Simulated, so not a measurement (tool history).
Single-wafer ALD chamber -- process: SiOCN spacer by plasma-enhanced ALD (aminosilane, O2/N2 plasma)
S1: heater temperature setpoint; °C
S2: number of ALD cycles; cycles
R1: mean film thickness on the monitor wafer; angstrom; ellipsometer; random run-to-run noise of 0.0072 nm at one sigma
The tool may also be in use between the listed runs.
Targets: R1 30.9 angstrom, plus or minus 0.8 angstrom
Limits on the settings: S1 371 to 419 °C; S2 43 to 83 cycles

Run 1, day 0: S1 395 °C, S2 63 cycles. Result: R1 39.887 angstrom.
Run 2, day 0.154: S1 395 °C, S2 67 cycles. Result: R1 42.358 angstrom.
Run 3, day 0.446: S1 388 °C, S2 67 cycles. Result: R1 42.466 angstrom.
Run 4, day 0.688: S1 397 °C, S2 67 cycles. Result: R1 42.425 angstrom.
Run 5, day 0.975: S1 407 °C, S2 67 cycles. Result: R1 41.827 angstrom.
Run 6, day 1.175: S1 407 °C, S2 65 cycles. Result: R1 40.525 angstrom.
Run 7, day 1.346: S1 407 °C, S2 63 cycles. Result: R1 39.215 angstrom.
Run 8, day 1.638: S1 407 °C, S2 61 cycles. Result: R1 37.845 angstrom.
Run 9, day 1.708: S1 407 °C, S2 51 cycles. Result: R1 31.669 angstrom.

Which single option among these 5 for the next run brings every result within its allowed miss of target? Just one does.
Run A, day 1.779: S1 403 °C, S2 52 cycles. Result: R1 ?.
Run B, day 1.779: S1 406 °C, S2 54 cycles. Result: R1 ?.
Run C, day 1.779: S1 393 °C, S2 49 cycles. Result: R1 ?.
Run D, day 1.779: S1 404 °C, S2 52 cycles. Result: R1 ?.
Run E, day 1.779: S1 412 °C, S2 47 cycles. Result: R1 ?.

move      R1
   A  32.802
   B  33.792
   C    31.1
   D  32.715
   E  28.939
A: lands further from the targets than the last run did
B: lands further from the targets than the last run did
C: meets every target
D: lands further from the targets than the last run did
E: takes the biggest miss from the last run beyond its target
C is the move that brings every result within its allowed miss.
